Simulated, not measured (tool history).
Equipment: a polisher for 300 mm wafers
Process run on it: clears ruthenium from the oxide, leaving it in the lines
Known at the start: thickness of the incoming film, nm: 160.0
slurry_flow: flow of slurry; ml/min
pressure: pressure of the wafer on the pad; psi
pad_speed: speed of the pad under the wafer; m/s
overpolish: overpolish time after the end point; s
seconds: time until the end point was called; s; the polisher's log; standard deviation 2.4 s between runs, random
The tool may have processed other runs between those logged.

run,day,slurry_flow,pressure,pad_speed,overpolish,seconds
1,0,300,2.4,0.78,7,145.96
2,0.292,300,2.2,0.78,7,158.21
3,0.321,300,2.2,0.68,7,181.64
4,0.433,300,2.8,0.68,7,143.13
5,0.671,230,2.8,0.68,7,144.78
6,0.708,230,2.8,0.68,5,147.14
7,0.838,230,2.6,0.68,5,158.02

Run 8 is up next; what results do you expect?
8,1.204,230,2,0.66,5,?

Run 8 yielded seconds 211.17 s.
